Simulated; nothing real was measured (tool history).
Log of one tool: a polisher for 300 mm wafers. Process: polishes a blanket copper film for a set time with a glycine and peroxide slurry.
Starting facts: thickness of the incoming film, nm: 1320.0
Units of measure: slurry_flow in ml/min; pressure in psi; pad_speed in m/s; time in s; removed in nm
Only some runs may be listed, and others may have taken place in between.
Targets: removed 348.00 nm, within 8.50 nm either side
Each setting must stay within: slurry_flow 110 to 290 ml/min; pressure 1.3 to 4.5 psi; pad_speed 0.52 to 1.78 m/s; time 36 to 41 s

run,hour,slurry_flow,pressure,pad_speed,time,removed
1,0.0,185,2.9,1.14,41,213.13
2,3.2,185,2.9,1.28,41,229.07
3,6.1,185,2.9,1.12,41,210.41
4,12.1,185,2.9,1.12,41,209.14
5,16.3,185,2.9,0.96,41,186.78
6,19.2,185,2.9,0.96,41,190.17
7,25.4,190,3.1,0.98,41,203.91
8,29.7,190,3.1,0.98,41,206.05
9,37.5,200,3.3,0.98,41,216.96
10,45.3,205,3.5,1.00,41,231.25
11,48.9,230,4.3,1.22,41,327.01

5 next moves are on the table. One of them brings every result within its allowed miss. Which?
A,52.5,220,4.5,1.34,41,?
B,52.5,215,4.3,1.20,39,?
C,52.5,215,4.5,1.40,41,?
D,52.5,275,4.3,1.60,37,?
E,52.5,185,4.5,1.40,39,?

move,removed
A,363.41
B,304.39
C,374.82
D,370.33
E,349.40
A: pushes the last run's worst result past its target
B: further off than the last run
C: pushes the last run's worst result past its target
D: pushes the last run's worst result past its target
E: all results land within tolerance of their targets
Go with E: it meets all targets.
